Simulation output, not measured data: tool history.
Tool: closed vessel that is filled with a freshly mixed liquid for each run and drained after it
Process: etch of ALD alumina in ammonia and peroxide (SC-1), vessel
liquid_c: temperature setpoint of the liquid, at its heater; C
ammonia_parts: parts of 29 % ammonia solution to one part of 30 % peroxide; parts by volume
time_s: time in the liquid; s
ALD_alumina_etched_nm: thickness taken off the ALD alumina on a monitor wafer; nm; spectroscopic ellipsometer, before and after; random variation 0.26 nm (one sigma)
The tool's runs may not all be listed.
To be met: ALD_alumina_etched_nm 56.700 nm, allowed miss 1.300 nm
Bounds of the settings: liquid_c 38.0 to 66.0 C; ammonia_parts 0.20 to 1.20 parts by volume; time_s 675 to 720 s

run  hour  liquid_c  ammonia_parts  time_s  ALD_alumina_etched_nm
  1   0.0      50.0           0.70     675                 33.222
  2   9.1      50.0           0.95     675                 33.992
  3  11.3      50.0           0.70     675                 33.121
  4  20.4      50.0           0.50     675                 31.976
  5  26.2      52.5           0.50     675                 36.428
  6  33.8      52.5           0.65     675                 37.645
  7  37.9      54.5           0.65     675                 42.232
  8  43.9      56.0           0.65     675                 45.322

Which of these 4 next moves meets every target?
  A  49.9      60.0           0.65     720                      ?
  B  49.9      57.5           0.90     720                      ?
  C  49.9      60.0           0.75     720                      ?
  D  49.9      59.0           0.90     700                      ?

move  ALD_alumina_etched_nm
   A                 59.735
   B                 54.126
   C                 60.550
   D                 56.886
A: takes the result that was furthest off past its target
B: nearer than the last run, and not there yet
C: takes the result that was furthest off past its target
D: meets every target
Answer: D

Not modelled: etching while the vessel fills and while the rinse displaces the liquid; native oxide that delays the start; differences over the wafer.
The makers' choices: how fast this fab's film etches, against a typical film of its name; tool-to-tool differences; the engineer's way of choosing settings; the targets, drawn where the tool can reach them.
